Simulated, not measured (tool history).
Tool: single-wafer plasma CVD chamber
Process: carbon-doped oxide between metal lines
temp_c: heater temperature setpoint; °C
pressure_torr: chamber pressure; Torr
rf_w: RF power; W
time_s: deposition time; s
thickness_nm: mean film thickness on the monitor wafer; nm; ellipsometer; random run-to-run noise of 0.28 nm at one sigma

run 1 hour=0 | temp_c=375 pressure_torr=5.48 rf_w=545 time_s=27.9 | thickness_nm=137.03
run 2 hour=5 | temp_c=375 pressure_torr=5.48 rf_w=590 time_s=27.9 | thickness_nm=142.22
run 3 hour=6.6 | temp_c=375 pressure_torr=5.48 rf_w=590 time_s=28.7 | thickness_nm=145.94
run 4 hour=10 | temp_c=375 pressure_torr=4.52 rf_w=590 time_s=28.7 | thickness_nm=142.13
run 5 hour=10.6 | temp_c=380 pressure_torr=4.12 rf_w=555 time_s=28.7 | thickness_nm=133.36
run 6 hour=15.6 | temp_c=380 pressure_torr=3.64 rf_w=555 time_s=28.7 | thickness_nm=131.64
run 7 hour=23.7 | temp_c=385 pressure_torr=3.53 rf_w=540 time_s=28.7 | thickness_nm=127.91
run 8 hour=32.3 | temp_c=388 pressure_torr=3.45 rf_w=525 time_s=28.7 | thickness_nm=125.27

Run 9 is up next; what results do you expect?
run 9 hour=39.4 | temp_c=390 pressure_torr=3.4 rf_w=515 time_s=28.7 | thickness_nm=?

thickness_nm: 122.53 nm
